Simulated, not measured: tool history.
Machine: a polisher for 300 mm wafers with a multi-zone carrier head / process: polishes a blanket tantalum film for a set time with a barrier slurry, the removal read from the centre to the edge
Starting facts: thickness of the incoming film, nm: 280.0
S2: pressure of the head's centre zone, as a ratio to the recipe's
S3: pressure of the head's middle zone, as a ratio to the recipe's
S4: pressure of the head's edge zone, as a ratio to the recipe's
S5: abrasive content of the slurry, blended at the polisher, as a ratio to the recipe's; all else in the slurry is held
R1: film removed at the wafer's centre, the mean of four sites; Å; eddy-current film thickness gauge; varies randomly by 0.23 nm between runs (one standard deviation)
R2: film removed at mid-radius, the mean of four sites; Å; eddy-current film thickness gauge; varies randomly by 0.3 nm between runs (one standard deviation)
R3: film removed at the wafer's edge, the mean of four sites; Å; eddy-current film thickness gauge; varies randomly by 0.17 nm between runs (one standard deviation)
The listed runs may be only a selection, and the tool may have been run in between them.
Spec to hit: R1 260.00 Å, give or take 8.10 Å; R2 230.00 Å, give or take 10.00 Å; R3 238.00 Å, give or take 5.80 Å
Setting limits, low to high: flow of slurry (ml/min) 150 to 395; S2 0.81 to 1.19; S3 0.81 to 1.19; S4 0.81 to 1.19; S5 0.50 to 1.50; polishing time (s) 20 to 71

{"run": 1, "hour": 0.0, "flow of slurry (ml/min)": 250, "S2": 1.0, "S3": 1.0, "S4": 1.0, "S5": 1.0, "polishing time (s)": 45, "R1": 493.45, "R2": 484.95, "R3": 475.85}
{"run": 2, "hour": 4.4, "flow of slurry (ml/min)": 250, "S2": 1.0, "S3": 0.95, "S4": 1.0, "S5": 1.0, "polishing time (s)": 45, "R1": 484.81, "R2": 483.14, "R3": 480.25}
{"run": 3, "hour": 9.6, "flow of slurry (ml/min)": 240, "S2": 1.03, "S3": 0.92, "S4": 0.99, "S5": 0.85, "polishing time (s)": 38, "R1": 402.96, "R2": 374.48, "R3": 379.56}
{"run": 4, "hour": 14.0, "flow of slurry (ml/min)": 240, "S2": 1.07, "S3": 0.92, "S4": 0.99, "S5": 0.85, "polishing time (s)": 38, "R1": 416.98, "R2": 364.27, "R3": 383.29}
{"run": 5, "hour": 20.7, "flow of slurry (ml/min)": 300, "S2": 1.07, "S3": 0.92, "S4": 0.99, "S5": 0.85, "polishing time (s)": 38, "R1": 429.03, "R2": 384.01, "R3": 389.48}
{"run": 6, "hour": 26.9, "flow of slurry (ml/min)": 300, "S2": 1.07, "S3": 0.85, "S4": 0.99, "S5": 0.85, "polishing time (s)": 38, "R1": 426.84, "R2": 360.88, "R3": 389.4}
{"run": 7, "hour": 30.5, "flow of slurry (ml/min)": 280, "S2": 1.05, "S3": 0.84, "S4": 0.95, "S5": 0.75, "polishing time (s)": 34, "R1": 349.29, "R2": 299.36, "R3": 325.9}
{"run": 8, "hour": 35.1, "flow of slurry (ml/min)": 280, "S2": 1.05, "S3": 0.85, "S4": 0.91, "S5": 0.7, "polishing time (s)": 33, "R1": 340.31, "R2": 288.08, "R3": 301.44}
{"run": 9, "hour": 43.1, "flow of slurry (ml/min)": 270, "S2": 1.02, "S3": 0.84, "S4": 0.88, "S5": 0.65, "polishing time (s)": 32, "R1": 307.47, "R2": 277.8, "R3": 275.47}
{"run": 10, "hour": 48.9, "flow of slurry (ml/min)": 250, "S2": 1.02, "S3": 0.83, "S4": 0.88, "S5": 0.6, "polishing time (s)": 31, "R1": 285.61, "R2": 255.46, "R3": 261.15}
{"run": 11, "hour": 51.8, "flow of slurry (ml/min)": 230, "S2": 1.02, "S3": 0.82, "S4": 0.87, "S5": 0.6, "polishing time (s)": 31, "R1": 279.54, "R2": 243.77, "R3": 256.44}
{"run": 12, "hour": 54.0, "flow of slurry (ml/min)": 215, "S2": 1.01, "S3": 0.82, "S4": 0.85, "S5": 0.6, "polishing time (s)": 31, "R1": 271.53, "R2": 238.8, "R3": 250.25}

4 candidate next runs follow, results not yet known. Just one meets every target within its allowed miss. Identify it.
{"run": "A", "hour": 56.2, "flow of slurry (ml/min)": 250, "S2": 1.03, "S3": 0.86, "S4": 0.82, "S5": 0.65, "polishing time (s)": 27, "R1": "?", "R2": "?", "R3": "?"}
{"run": "B", "hour": 56.2, "flow of slurry (ml/min)": 255, "S2": 1.02, "S3": 0.84, "S4": 0.88, "S5": 0.7, "polishing time (s)": 27, "R1": "?", "R2": "?", "R3": "?"}
{"run": "C", "hour": 56.2, "flow of slurry (ml/min)": 210, "S2": 0.98, "S3": 0.81, "S4": 0.87, "S5": 0.75, "polishing time (s)": 28, "R1": "?", "R2": "?", "R3": "?"}
{"run": "D", "hour": 56.2, "flow of slurry (ml/min)": 285, "S2": 1.01, "S3": 1.02, "S4": 0.81, "S5": 0.55, "polishing time (s)": 29, "R1": "?", "R2": "?", "R3": "?"}

move=A R1=251.79 R2=225.55 R3=226.25
move=B R1=257.19 R2=229.01 R3=240.73
move=C R1=254.86 R2=231.50 R3=249.67
move=D R1=251.92 R2=258.03 R3=227.79
A: moves the result that the last run missed by most past its target, out the other side
B: all results land within tolerance of their targets
C: no nearer and no further than the last run
D: moves the result that the last run missed by most past its target, out the other side
B is the move that brings every result within its allowed miss.

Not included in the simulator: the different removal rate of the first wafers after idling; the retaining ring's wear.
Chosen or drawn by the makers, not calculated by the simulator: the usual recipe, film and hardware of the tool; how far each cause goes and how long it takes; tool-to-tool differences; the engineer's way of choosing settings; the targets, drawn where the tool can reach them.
